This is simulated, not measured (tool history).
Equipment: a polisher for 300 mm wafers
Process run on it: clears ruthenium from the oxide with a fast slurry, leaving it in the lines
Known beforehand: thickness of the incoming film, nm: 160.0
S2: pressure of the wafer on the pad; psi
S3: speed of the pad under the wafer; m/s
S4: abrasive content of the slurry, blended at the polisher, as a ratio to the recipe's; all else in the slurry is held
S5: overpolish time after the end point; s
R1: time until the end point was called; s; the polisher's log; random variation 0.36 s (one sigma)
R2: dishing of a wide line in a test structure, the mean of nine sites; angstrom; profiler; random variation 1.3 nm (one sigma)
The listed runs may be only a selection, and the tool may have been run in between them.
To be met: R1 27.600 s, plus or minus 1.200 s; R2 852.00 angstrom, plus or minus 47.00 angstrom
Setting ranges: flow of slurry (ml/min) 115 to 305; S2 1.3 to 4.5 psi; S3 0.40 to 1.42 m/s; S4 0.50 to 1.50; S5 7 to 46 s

{"run": 1, "hour": 0.0, "flow of slurry (ml/min)": 195, "S2": 2.9, "S3": 0.9, "S4": 1.0, "S5": 24, "R1": 49.762, "R2": 580.46}
{"run": 2, "hour": 0.8, "flow of slurry (ml/min)": 230, "S2": 2.9, "S3": 0.9, "S4": 1.0, "S5": 24, "R1": 47.974, "R2": 603.0}
{"run": 3, "hour": 2.8, "flow of slurry (ml/min)": 235, "S2": 3.2, "S3": 0.9, "S4": 1.0, "S5": 23, "R1": 42.696, "R2": 634.26}
{"run": 4, "hour": 7.8, "flow of slurry (ml/min)": 195, "S2": 3.2, "S3": 0.9, "S4": 1.0, "S5": 23, "R1": 44.897, "R2": 614.24}
{"run": 5, "hour": 8.8, "flow of slurry (ml/min)": 205, "S2": 3.4, "S3": 0.9, "S4": 1.0, "S5": 23, "R1": 41.757, "R2": 678.68}
{"run": 6, "hour": 15.8, "flow of slurry (ml/min)": 215, "S2": 3.6, "S3": 0.9, "S4": 1.0, "S5": 22, "R1": 38.508, "R2": 654.99}
{"run": 7, "hour": 20.1, "flow of slurry (ml/min)": 220, "S2": 3.8, "S3": 0.9, "S4": 1.0, "S5": 22, "R1": 36.242, "R2": 669.35}
{"run": 8, "hour": 25.6, "flow of slurry (ml/min)": 220, "S2": 3.9, "S3": 0.9, "S4": 1.0, "S5": 22, "R1": 35.802, "R2": 711.82}
{"run": 9, "hour": 32.1, "flow of slurry (ml/min)": 225, "S2": 4.0, "S3": 0.92, "S4": 1.0, "S5": 22, "R1": 34.239, "R2": 745.58}
{"run": 10, "hour": 34.8, "flow of slurry (ml/min)": 225, "S2": 4.1, "S3": 0.94, "S4": 1.0, "S5": 22, "R1": 32.766, "R2": 769.3}
{"run": 11, "hour": 40.8, "flow of slurry (ml/min)": 230, "S2": 4.2, "S3": 0.94, "S4": 1.0, "S5": 22, "R1": 31.839, "R2": 798.12}
{"run": 12, "hour": 46.1, "flow of slurry (ml/min)": 230, "S2": 4.3, "S3": 0.94, "S4": 1.0, "S5": 22, "R1": 31.29, "R2": 789.34}

4 candidate next runs follow, results not yet known. Just one meets every target within its allowed miss. Identify it.
{"run": "A", "hour": 51.4, "flow of slurry (ml/min)": 240, "S2": 4.0, "S3": 1.12, "S4": 1.05, "S5": 21, "R1": "?", "R2": "?"}
{"run": "B", "hour": 51.4, "flow of slurry (ml/min)": 245, "S2": 4.3, "S3": 1.18, "S4": 0.95, "S5": 23, "R1": "?", "R2": "?"}
{"run": "C", "hour": 51.4, "flow of slurry (ml/min)": 225, "S2": 4.4, "S3": 1.02, "S4": 1.25, "S5": 24, "R1": "?", "R2": "?"}
{"run": "D", "hour": 51.4, "flow of slurry (ml/min)": 220, "S2": 4.2, "S3": 1.1, "S4": 1.15, "S5": 23, "R1": "?", "R2": "?"}

move=A R1=28.017 R2=858.40
move=B R1=26.046 R2=976.31
move=C R1=25.980 R2=1010.50
move=D R1=26.281 R2=969.58
A: all results in spec
B: the result that was furthest off in the last run now lies on the other side of its target
C: the result that was furthest off in the last run now lies on the other side of its target
D: the result that was furthest off in the last run now lies on the other side of its target
Move A is the one to make.
